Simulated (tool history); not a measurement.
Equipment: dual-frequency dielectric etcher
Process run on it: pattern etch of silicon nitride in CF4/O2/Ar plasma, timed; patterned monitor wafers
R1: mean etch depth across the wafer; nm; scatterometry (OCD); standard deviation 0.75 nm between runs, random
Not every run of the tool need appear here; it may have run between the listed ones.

{"run": 1, "hour": 0.0, "source power (kW)": 0.64, "bias power (kW)": 0.06, "Ar flow (sccm)": 97, "CF4 flow (sccm)": 133, "etch time (s)": 158, "R1": 384.41}
{"run": 2, "hour": 7.8, "source power (kW)": 0.61, "bias power (kW)": 0.06, "Ar flow (sccm)": 97, "CF4 flow (sccm)": 133, "etch time (s)": 158, "R1": 369.73}
{"run": 3, "hour": 9.7, "source power (kW)": 0.68, "bias power (kW)": 0.06, "Ar flow (sccm)": 97, "CF4 flow (sccm)": 133, "etch time (s)": 158, "R1": 403.47}
{"run": 4, "hour": 12.1, "source power (kW)": 0.64, "bias power (kW)": 0.06, "Ar flow (sccm)": 97, "CF4 flow (sccm)": 133, "etch time (s)": 158, "R1": 385.71}
{"run": 5, "hour": 20.9, "source power (kW)": 0.64, "bias power (kW)": 0.06, "Ar flow (sccm)": 97, "CF4 flow (sccm)": 115, "etch time (s)": 158, "R1": 377.69}
{"run": 6, "hour": 25.7, "source power (kW)": 0.64, "bias power (kW)": 0.053, "Ar flow (sccm)": 97, "CF4 flow (sccm)": 115, "etch time (s)": 158, "R1": 359.41}
{"run": 7, "hour": 33.0, "source power (kW)": 0.62, "bias power (kW)": 0.053, "Ar flow (sccm)": 97, "CF4 flow (sccm)": 115, "etch time (s)": 158, "R1": 349.48}

Forecast run 8:
{"run": 8, "hour": 41.0, "source power (kW)": 0.51, "bias power (kW)": 0.053, "Ar flow (sccm)": 97, "CF4 flow (sccm)": 115, "etch time (s)": 158, "R1": "?"}

Run 8 produced R1 299.42 nm.
